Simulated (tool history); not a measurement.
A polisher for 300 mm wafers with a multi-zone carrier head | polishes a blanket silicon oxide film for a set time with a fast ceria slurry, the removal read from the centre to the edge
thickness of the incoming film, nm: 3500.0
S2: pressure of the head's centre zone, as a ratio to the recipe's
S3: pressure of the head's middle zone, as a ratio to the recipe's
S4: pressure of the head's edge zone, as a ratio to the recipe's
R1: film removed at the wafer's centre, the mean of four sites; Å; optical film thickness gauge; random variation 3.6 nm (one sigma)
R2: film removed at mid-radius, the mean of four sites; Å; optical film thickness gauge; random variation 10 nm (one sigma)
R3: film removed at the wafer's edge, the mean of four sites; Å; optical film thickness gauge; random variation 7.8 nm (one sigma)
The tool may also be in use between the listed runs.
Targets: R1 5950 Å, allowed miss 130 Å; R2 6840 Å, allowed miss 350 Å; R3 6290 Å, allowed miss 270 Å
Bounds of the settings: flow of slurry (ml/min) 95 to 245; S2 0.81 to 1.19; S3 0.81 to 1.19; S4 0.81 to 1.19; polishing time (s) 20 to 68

run 1 hour=0 | flow_of_slurry_(ml/min)=155 S2=1 S3=1 S4=1 polishing_time_(s)=44 | R1=5438 R2=5405.1 R3=5429.8
run 2 hour=7.1 | flow_of_slurry_(ml/min)=165 S2=1 S3=1.02 S4=1.01 polishing_time_(s)=44 | R1=5480.3 R2=5580.6 R3=5492.6
run 3 hour=9.7 | flow_of_slurry_(ml/min)=170 S2=1 S3=1.03 S4=1.02 polishing_time_(s)=44 | R1=5489 R2=5601.4 R3=5539.8
run 4 hour=14 | flow_of_slurry_(ml/min)=175 S2=1 S3=1.05 S4=1.03 polishing_time_(s)=44 | R1=5543.1 R2=5730.1 R3=5597.1
run 5 hour=15.4 | flow_of_slurry_(ml/min)=175 S2=0.93 S3=1.05 S4=1.03 polishing_time_(s)=44 | R1=5149.1 R2=5671.2 R3=5446.7
run 6 hour=16.4 | flow_of_slurry_(ml/min)=180 S2=0.94 S3=1.07 S4=1.04 polishing_time_(s)=44 | R1=5267.1 R2=5809.9 R3=5737.2
run 7 hour=18.9 | flow_of_slurry_(ml/min)=185 S2=0.95 S3=1.08 S4=1.04 polishing_time_(s)=44 | R1=5265.8 R2=5971.3 R3=5599
run 8 hour=20.3 | flow_of_slurry_(ml/min)=190 S2=0.96 S3=1.09 S4=1.05 polishing_time_(s)=44 | R1=5361 R2=5976.4 R3=5730.9
run 9 hour=29.1 | flow_of_slurry_(ml/min)=195 S2=0.97 S3=1.1 S4=1.05 polishing_time_(s)=44 | R1=5458.1 R2=5933.8 R3=5783.3
run 10 hour=29.8 | flow_of_slurry_(ml/min)=195 S2=0.97 S3=1.1 S4=1.05 polishing_time_(s)=44 | R1=5445.3 R2=6107.2 R3=5665.5
run 11 hour=35.8 | flow_of_slurry_(ml/min)=200 S2=0.97 S3=1.11 S4=1.06 polishing_time_(s)=44 | R1=5441.6 R2=6239.1 R3=5734.6
run 12 hour=42.8 | flow_of_slurry_(ml/min)=200 S2=0.98 S3=1.11 S4=1.07 polishing_time_(s)=44 | R1=5514.4 R2=5974.4 R3=5761.5
run 13 hour=51.7 | flow_of_slurry_(ml/min)=200 S2=0.98 S3=1.11 S4=1.07 polishing_time_(s)=44 | R1=5510.3 R2=6070.5 R3=5671.3
run 14 hour=58.6 | flow_of_slurry_(ml/min)=200 S2=0.98 S3=1.11 S4=1.07 polishing_time_(s)=45 | R1=5648.7 R2=6205.3 R3=5890.9

5 next moves are on the table. One of them brings every result within its allowed miss. Which?
run A hour=65.5 | flow_of_slurry_(ml/min)=180 S2=0.97 S3=1.14 S4=1.08 polishing_time_(s)=49 | R1=? R2=? R3=?
run B hour=65.5 | flow_of_slurry_(ml/min)=215 S2=0.85 S3=1.16 S4=1.05 polishing_time_(s)=47 | R1=? R2=? R3=?
run C hour=65.5 | flow_of_slurry_(ml/min)=175 S2=0.82 S3=1.15 S4=1.19 polishing_time_(s)=52 | R1=? R2=? R3=?
run D hour=65.5 | flow_of_slurry_(ml/min)=200 S2=1.09 S3=0.97 S4=1.11 polishing_time_(s)=44 | R1=? R2=? R3=?
run E hour=65.5 | flow_of_slurry_(ml/min)=200 S2=0.98 S3=1.03 S4=1.14 polishing_time_(s)=48 | R1=? R2=? R3=?

move=A R1=5959.7 R2=6767.2 R3=6323.6
move=B R1=5125.2 R2=6727 R3=6080.7
move=C R1=5317.9 R2=7210.4 R3=7005.4
move=D R1=6099.8 R2=5424.1 R3=5817
move=E R1=5980.3 R2=6200.4 R3=6421
A: meets every target
B: further off than the last run
C: further off than the last run
D: takes the result that was furthest off past its target
E: brings the result that was furthest off to its target, and leaves another outside
The right move is A.
